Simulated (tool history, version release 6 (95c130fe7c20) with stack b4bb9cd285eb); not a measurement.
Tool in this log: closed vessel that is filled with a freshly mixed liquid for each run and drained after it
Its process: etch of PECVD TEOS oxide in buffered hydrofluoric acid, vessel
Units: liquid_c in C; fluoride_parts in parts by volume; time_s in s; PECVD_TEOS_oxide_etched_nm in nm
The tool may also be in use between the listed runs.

run  hour  liquid_c  fluoride_parts  time_s  PECVD_TEOS_oxide_etched_nm
  1   0.0      21.0            22.0      30                      13.929
  2   3.4      22.0            20.5      30                      15.450
  3   4.0      23.0            19.0      30                      17.499
  4   8.9      24.0            18.0      30                      19.117
  5   9.5      24.5            17.0      30                      20.950
  6  14.6      24.5            12.5      30                      28.592
  7  18.8      25.0            12.5      30                      29.220
  8  23.2      25.5            12.5      30                      30.044

Predict the results of run 9:
  9  30.2      26.0            12.5      30                           ?

{"run 9": {"PECVD_TEOS_oxide_etched_nm": 31.257}}

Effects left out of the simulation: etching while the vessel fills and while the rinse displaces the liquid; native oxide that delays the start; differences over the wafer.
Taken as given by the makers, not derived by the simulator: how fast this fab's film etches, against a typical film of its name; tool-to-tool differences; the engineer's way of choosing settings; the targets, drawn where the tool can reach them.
